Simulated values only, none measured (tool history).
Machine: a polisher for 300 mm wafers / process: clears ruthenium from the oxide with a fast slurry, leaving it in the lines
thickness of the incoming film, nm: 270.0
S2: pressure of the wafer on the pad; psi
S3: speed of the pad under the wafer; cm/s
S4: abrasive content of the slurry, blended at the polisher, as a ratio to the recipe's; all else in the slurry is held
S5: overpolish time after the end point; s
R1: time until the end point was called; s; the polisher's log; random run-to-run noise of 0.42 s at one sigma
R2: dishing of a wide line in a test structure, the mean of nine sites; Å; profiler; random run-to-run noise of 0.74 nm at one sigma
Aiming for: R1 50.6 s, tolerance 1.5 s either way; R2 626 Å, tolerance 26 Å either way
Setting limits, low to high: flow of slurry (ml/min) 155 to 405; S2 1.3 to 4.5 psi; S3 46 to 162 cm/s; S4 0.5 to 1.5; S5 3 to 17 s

run 1 hour=0 | flow_of_slurry_(ml/min)=260 S2=2.9 S3=104 S4=1 S5=9 | R1=73.72 R2=286.23
run 2 hour=4.7 | flow_of_slurry_(ml/min)=255 S2=3.2 S3=104 S4=1 S5=10 | R1=66.309 R2=342.1
run 3 hour=11.7 | flow_of_slurry_(ml/min)=255 S2=3.2 S3=104 S4=1.2 S5=10 | R1=60.248 R2=375.36
run 4 hour=16.3 | flow_of_slurry_(ml/min)=315 S2=3.2 S3=104 S4=1.2 S5=10 | R1=58.21 R2=381.23
run 5 hour=23.8 | flow_of_slurry_(ml/min)=265 S2=3.2 S3=104 S4=1.2 S5=10 | R1=59.061 R2=381.63
run 6 hour=24.9 | flow_of_slurry_(ml/min)=260 S2=3.3 S3=104 S4=1.2 S5=11 | R1=57.548 R2=417.84
run 7 hour=32 | flow_of_slurry_(ml/min)=260 S2=3.3 S3=104 S4=1.2 S5=11 | R1=57.72 R2=421.77
run 8 hour=35.1 | flow_of_slurry_(ml/min)=260 S2=3.3 S3=104 S4=1.2 S5=11 | R1=58.298 R2=426.22
run 9 hour=42.1 | flow_of_slurry_(ml/min)=260 S2=3.4 S3=104 S4=1.2 S5=12 | R1=56.341 R2=465.72
run 10 hour=44.3 | flow_of_slurry_(ml/min)=260 S2=3.5 S3=104 S4=1.2 S5=13 | R1=54.534 R2=518.09
run 11 hour=45.6 | flow_of_slurry_(ml/min)=260 S2=3.6 S3=104 S4=1.2 S5=13 | R1=53.411 R2=524.17
run 12 hour=49.1 | flow_of_slurry_(ml/min)=265 S2=3.8 S3=104 S4=1.2 S5=14 | R1=50.214 R2=592.23

5 next moves are on the table. One of them brings every result within its allowed miss. Which?
run A hour=52.6 | flow_of_slurry_(ml/min)=265 S2=4.2 S3=96 S4=1.2 S5=13 | R1=? R2=?
run B hour=52.6 | flow_of_slurry_(ml/min)=220 S2=2.9 S3=148 S4=1.05 S5=17 | R1=? R2=?
run C hour=52.6 | flow_of_slurry_(ml/min)=155 S2=3.2 S3=118 S4=1.25 S5=16 | R1=? R2=?
run D hour=52.6 | flow_of_slurry_(ml/min)=315 S2=3.9 S3=96 S4=1.3 S5=15 | R1=? R2=?
run E hour=52.6 | flow_of_slurry_(ml/min)=265 S2=4 S3=106 S4=1.15 S5=12 | R1=? R2=?

move=A R1=49.323 R2=571.74
move=B R1=51.058 R2=697.65
move=C R1=53.7 R2=635.28
move=D R1=50.122 R2=637.68
move=E R1=48.177 R2=544.27
A: moves away from the targets compared with the last run
B: carries the result that was furthest off beyond its target, to the other side
C: gets the furthest-off result to its target, but another result is out of tolerance
D: all results in spec
E: moves away from the targets compared with the last run
D meets every target.

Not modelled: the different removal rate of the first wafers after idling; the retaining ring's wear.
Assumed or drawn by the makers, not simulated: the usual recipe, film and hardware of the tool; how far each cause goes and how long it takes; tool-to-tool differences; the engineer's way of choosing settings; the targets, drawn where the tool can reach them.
